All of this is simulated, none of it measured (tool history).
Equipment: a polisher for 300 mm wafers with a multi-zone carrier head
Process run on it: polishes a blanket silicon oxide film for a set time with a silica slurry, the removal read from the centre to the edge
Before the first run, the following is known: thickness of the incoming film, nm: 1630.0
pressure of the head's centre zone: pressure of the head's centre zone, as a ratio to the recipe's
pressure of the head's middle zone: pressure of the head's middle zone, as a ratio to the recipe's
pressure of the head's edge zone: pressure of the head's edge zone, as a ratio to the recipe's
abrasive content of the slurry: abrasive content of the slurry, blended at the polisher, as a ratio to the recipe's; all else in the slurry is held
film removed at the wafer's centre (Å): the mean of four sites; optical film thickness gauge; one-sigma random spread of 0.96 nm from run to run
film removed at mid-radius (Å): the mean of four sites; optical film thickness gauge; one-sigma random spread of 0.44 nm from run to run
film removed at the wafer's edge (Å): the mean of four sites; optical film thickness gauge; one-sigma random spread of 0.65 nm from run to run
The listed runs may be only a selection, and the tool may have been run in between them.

run	hour	flow of slurry (ml/min)	pressure of the head's centre zone	pressure of the head's middle zone	pressure of the head's edge zone	abrasive content of the slurry	polishing time (s)	film removed at the wafer's centre (Å)	film removed at mid-radius (Å)	film removed at the wafer's edge (Å)
1	0.0	140	1.00	1.00	1.00	1.00	33	891.11	905.96	889.75
2	8.9	135	1.01	1.00	0.95	0.85	33	865.14	830.30	805.96
3	10.1	135	1.01	0.91	0.95	0.85	33	837.83	784.98	812.46
4	16.5	130	1.00	0.94	0.91	0.80	33	804.83	780.39	775.45
5	24.3	125	1.00	0.96	0.88	0.75	33	781.15	764.24	763.65
6	28.3	140	1.00	0.96	0.88	0.75	33	795.33	785.49	764.37
7	35.0	140	1.00	0.96	0.88	0.75	33	806.11	787.30	757.45
8	43.8	140	1.00	0.97	0.86	0.65	33	784.94	749.72	719.48

What does the tool deliver on the next run?
9	47.1	140	1.00	0.97	0.86	0.65	33	?	?	?

For run 9 the tool returned film removed at the wafer's centre (Å) 769.37, film removed at mid-radius (Å) 748.48, film removed at the wafer's edge (Å) 720.98.
